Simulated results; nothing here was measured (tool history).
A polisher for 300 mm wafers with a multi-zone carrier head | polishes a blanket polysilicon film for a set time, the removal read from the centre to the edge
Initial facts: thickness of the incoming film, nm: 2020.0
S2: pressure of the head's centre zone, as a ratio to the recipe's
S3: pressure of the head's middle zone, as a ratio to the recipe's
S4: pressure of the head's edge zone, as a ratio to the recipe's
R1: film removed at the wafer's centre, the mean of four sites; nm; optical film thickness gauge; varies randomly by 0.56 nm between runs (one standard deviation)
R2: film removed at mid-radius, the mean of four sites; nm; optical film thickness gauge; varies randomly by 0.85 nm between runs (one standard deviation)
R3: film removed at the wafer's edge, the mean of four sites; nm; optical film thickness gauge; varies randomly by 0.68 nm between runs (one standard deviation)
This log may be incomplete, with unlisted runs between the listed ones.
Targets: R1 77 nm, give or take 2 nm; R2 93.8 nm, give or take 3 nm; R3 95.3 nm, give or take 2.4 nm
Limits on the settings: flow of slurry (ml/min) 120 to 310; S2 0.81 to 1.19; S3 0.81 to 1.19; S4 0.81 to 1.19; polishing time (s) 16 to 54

Run 1, hour 0: flow of slurry (ml/min) 200, S2 1, S3 1, S4 1, polishing time (s) 35. Result: R1 158.12 nm, R2 155.38 nm, R3 161.75 nm.
Run 2, hour 4: flow of slurry (ml/min) 200, S2 1, S3 1, S4 1, polishing time (s) 31. Result: R1 140.27 nm, R2 138.42 nm, R3 142.73 nm.
Run 3, hour 7.7: flow of slurry (ml/min) 190, S2 0.96, S3 1, S4 0.99, polishing time (s) 29. Result: R1 125.66 nm, R2 127.82 nm, R3 132.58 nm.
Run 4, hour 11.6: flow of slurry (ml/min) 180, S2 0.93, S3 1.01, S4 0.99, polishing time (s) 27. Result: R1 111.49 nm, R2 118.25 nm, R3 122.61 nm.
Run 5, hour 14.4: flow of slurry (ml/min) 170, S2 0.91, S3 1.01, S4 0.98, polishing time (s) 26. Result: R1 103.48 nm, R2 115.15 nm, R3 116.3 nm.
Run 6, hour 15.6: flow of slurry (ml/min) 170, S2 0.91, S3 1.01, S4 1.02, polishing time (s) 26. Result: R1 103.32 nm, R2 114.49 nm, R3 116.62 nm.
Run 7, hour 21.5: flow of slurry (ml/min) 135, S2 0.81, S3 1, S4 0.96, polishing time (s) 19. Result: R1 63.925 nm, R2 79.339 nm, R3 81.496 nm.
Run 8, hour 22.9: flow of slurry (ml/min) 155, S2 0.81, S3 1, S4 0.97, polishing time (s) 19. Result: R1 65.743 nm, R2 82.52 nm, R3 83.357 nm.
Run 9, hour 27.4: flow of slurry (ml/min) 210, S2 0.85, S3 0.96, S4 1.07, polishing time (s) 19. Result: R1 73.519 nm, R2 82.357 nm, R3 90.948 nm.
Run 10, hour 30.9: flow of slurry (ml/min) 220, S2 0.85, S3 0.98, S4 1.08, polishing time (s) 19. Result: R1 73.552 nm, R2 86.233 nm, R3 92.381 nm.
Run 11, hour 38.5: flow of slurry (ml/min) 230, S2 0.85, S3 0.99, S4 1.08, polishing time (s) 19. Result: R1 73.904 nm, R2 86.676 nm, R3 91.24 nm.
Run 12, hour 46.6: flow of slurry (ml/min) 230, S2 0.85, S3 1, S4 1.09, polishing time (s) 19. Result: R1 75.392 nm, R2 85.797 nm, R3 91.956 nm.
Run 13, hour 55.5: flow of slurry (ml/min) 225, S2 0.84, S3 1.02, S4 1.1, polishing time (s) 19. Result: R1 72.856 nm, R2 86.582 nm, R3 91.744 nm.
Run 14, hour 63.9: flow of slurry (ml/min) 230, S2 0.84, S3 1.03, S4 1.11, polishing time (s) 19. Result: R1 73.4 nm, R2 89.908 nm, R3 91.459 nm.
Run 15, hour 65.6: flow of slurry (ml/min) 235, S2 0.84, S3 1.03, S4 1.12, polishing time (s) 19. Result: R1 74.02 nm, R2 88.481 nm, R3 94.512 nm.
Run 16, hour 66.4: flow of slurry (ml/min) 240, S2 0.84, S3 1.04, S4 1.12, polishing time (s) 19. Result: R1 74.308 nm, R2 89.882 nm, R3 92.974 nm.
Run 17, hour 67.2: flow of slurry (ml/min) 245, S2 0.84, S3 1.05, S4 1.13, polishing time (s) 19. Result: R1 73.867 nm, R2 90.949 nm, R3 93.086 nm.
Run 18, hour 75.8: flow of slurry (ml/min) 250, S2 0.84, S3 1.05, S4 1.13, polishing time (s) 19. Result: R1 74.024 nm, R2 90.827 nm, R3 94.034 nm.
Run 19, hour 84.4: flow of slurry (ml/min) 250, S2 0.84, S3 1.05, S4 1.13, polishing time (s) 19. Result: R1 74.353 nm, R2 90.016 nm, R3 94.863 nm.
Run 20, hour 88.4: flow of slurry (ml/min) 250, S2 0.84, S3 1.06, S4 1.12, polishing time (s) 19. Result: R1 74.543 nm, R2 91.362 nm, R3 92.791 nm.
Run 21, hour 94.5: flow of slurry (ml/min) 250, S2 0.84, S3 1.06, S4 1.13, polishing time (s) 19. Result: R1 75.021 nm, R2 91.323 nm, R3 93.455 nm.
Run 22, hour 101.4: flow of slurry (ml/min) 255, S2 0.84, S3 1.07, S4 1.14, polishing time (s) 19. Result: R1 74.713 nm, R2 93.393 nm, R3 94.525 nm.

4 candidate next runs follow, results not yet known. Just one meets every target within its allowed miss. Identify it.
Run A, hour 108.3: flow of slurry (ml/min) 265, S2 0.82, S3 1.05, S4 1.17, polishing time (s) 19. Result: R1 ?, R2 ?, R3 ?.
Run B, hour 108.3: flow of slurry (ml/min) 230, S2 0.83, S3 1.05, S4 1.18, polishing time (s) 19. Result: R1 ?, R2 ?, R3 ?.
Run C, hour 108.3: flow of slurry (ml/min) 250, S2 0.81, S3 1.07, S4 1.17, polishing time (s) 19. Result: R1 ?, R2 ?, R3 ?.
Run D, hour 108.3: flow of slurry (ml/min) 255, S2 0.86, S3 1.08, S4 1.14, polishing time (s) 19. Result: R1 ?, R2 ?, R3 ?.

move      R1      R2      R3
   A   73.66  91.416  95.665
   B  73.194  89.898  94.832
   C  72.233  92.293  95.165
   D  76.934   93.22  94.221
A: misses by more than the last run did
B: misses by more than the last run did
C: misses by more than the last run did
D: all results in spec
The right move is D.
